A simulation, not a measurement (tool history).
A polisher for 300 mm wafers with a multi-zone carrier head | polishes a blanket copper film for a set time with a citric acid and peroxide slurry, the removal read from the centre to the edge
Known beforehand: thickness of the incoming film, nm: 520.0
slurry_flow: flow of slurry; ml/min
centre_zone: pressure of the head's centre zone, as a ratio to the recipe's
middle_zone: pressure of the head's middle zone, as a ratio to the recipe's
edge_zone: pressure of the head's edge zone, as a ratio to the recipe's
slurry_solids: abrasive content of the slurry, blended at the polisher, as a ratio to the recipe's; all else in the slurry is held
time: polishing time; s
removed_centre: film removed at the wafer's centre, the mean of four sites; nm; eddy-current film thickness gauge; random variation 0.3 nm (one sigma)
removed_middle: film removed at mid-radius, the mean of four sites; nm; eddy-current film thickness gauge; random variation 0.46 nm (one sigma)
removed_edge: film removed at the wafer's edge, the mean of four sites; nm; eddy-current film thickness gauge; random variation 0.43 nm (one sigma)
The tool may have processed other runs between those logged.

run 1 hour=0 | slurry_flow=195 centre_zone=1 middle_zone=1 edge_zone=1 slurry_solids=1 time=31 | removed_centre=57.062 removed_middle=54.34 removed_edge=57.603
run 2 hour=8.6 | slurry_flow=195 centre_zone=1 middle_zone=1.04 edge_zone=1 slurry_solids=1 time=31 | removed_centre=55.394 removed_middle=55.96 removed_edge=58.346
run 3 hour=14.7 | slurry_flow=150 centre_zone=1 middle_zone=1.04 edge_zone=1 slurry_solids=1 time=31 | removed_centre=53.618 removed_middle=54.196 removed_edge=57.845
run 4 hour=19.1 | slurry_flow=150 centre_zone=0.92 middle_zone=1.04 edge_zone=1 slurry_solids=1 time=31 | removed_centre=50.301 removed_middle=55.262 removed_edge=57.909
run 5 hour=20.7 | slurry_flow=150 centre_zone=0.92 middle_zone=1.04 edge_zone=1 slurry_solids=1.2 time=31 | removed_centre=52.276 removed_middle=57.509 removed_edge=59.02
run 6 hour=29.2 | slurry_flow=150 centre_zone=0.91 middle_zone=1.01 edge_zone=0.98 slurry_solids=1.1 time=30 | removed_centre=48.798 removed_middle=53.3 removed_edge=55.92
run 7 hour=33.1 | slurry_flow=150 centre_zone=0.91 middle_zone=0.98 edge_zone=0.97 slurry_solids=1 time=29 | removed_centre=46.814 removed_middle=49.547 removed_edge=52.433
run 8 hour=38.2 | slurry_flow=145 centre_zone=0.9 middle_zone=0.95 edge_zone=0.97 slurry_solids=0.9 time=28 | removed_centre=43.029 removed_middle=46.259 removed_edge=49.411
run 9 hour=44.4 | slurry_flow=140 centre_zone=0.91 middle_zone=0.93 edge_zone=0.98 slurry_solids=0.85 time=28 | removed_centre=43.624 removed_middle=43.595 removed_edge=49.72

Expected results for the next run?
run 10 hour=51.6 | slurry_flow=140 centre_zone=0.9 middle_zone=0.91 edge_zone=0.97 slurry_solids=0.8 time=28 | removed_centre=? removed_middle=? removed_edge=?

{"run 10": {"removed_centre": 43.158, "removed_middle": 42.496, "removed_edge": 48.518}}

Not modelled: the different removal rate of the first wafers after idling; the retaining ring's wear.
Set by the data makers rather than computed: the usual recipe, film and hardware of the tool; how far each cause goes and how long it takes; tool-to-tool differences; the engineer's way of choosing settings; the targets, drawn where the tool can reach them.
